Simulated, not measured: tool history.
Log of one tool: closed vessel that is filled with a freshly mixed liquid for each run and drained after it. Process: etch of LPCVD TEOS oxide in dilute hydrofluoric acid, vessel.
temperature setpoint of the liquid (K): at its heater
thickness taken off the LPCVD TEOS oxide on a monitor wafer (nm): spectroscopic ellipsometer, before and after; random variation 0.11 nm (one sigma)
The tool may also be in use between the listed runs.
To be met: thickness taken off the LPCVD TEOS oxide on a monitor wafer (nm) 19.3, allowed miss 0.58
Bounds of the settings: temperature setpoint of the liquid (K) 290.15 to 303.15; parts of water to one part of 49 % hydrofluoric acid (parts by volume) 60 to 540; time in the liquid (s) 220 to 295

run,hour,temperature setpoint of the liquid (K),parts of water to one part of 49 % hydrofluoric acid (parts by volume),time in the liquid (s),thickness taken off the LPCVD TEOS oxide on a monitor wafer (nm)
1,0,295.15,300,295,26.028
2,2.3,295.15,190,295,46.236
3,4.2,294.15,225,295,36.14
4,8.9,293.15,245,295,31.487
5,11.2,296.15,245,295,34.704
6,17.9,296.15,285,295,29.126
7,20.5,295.15,295,295,26.444
8,25.9,291.15,325,295,20.451

Which of these 4 next moves meets every target?
A,31.3,292.15,345,290,?
B,31.3,290.65,295,275,?
C,31.3,292.65,290,240,?
D,31.3,292.15,330,290,?

move,thickness taken off the LPCVD TEOS oxide on a monitor wafer (nm)
A,19.161
B,20.972
C,20.15
D,20.288
A: meets every target
B: further off than the last run
C: nearer than the last run, and not there yet
D: nearer than the last run, and not there yet
Answer: A
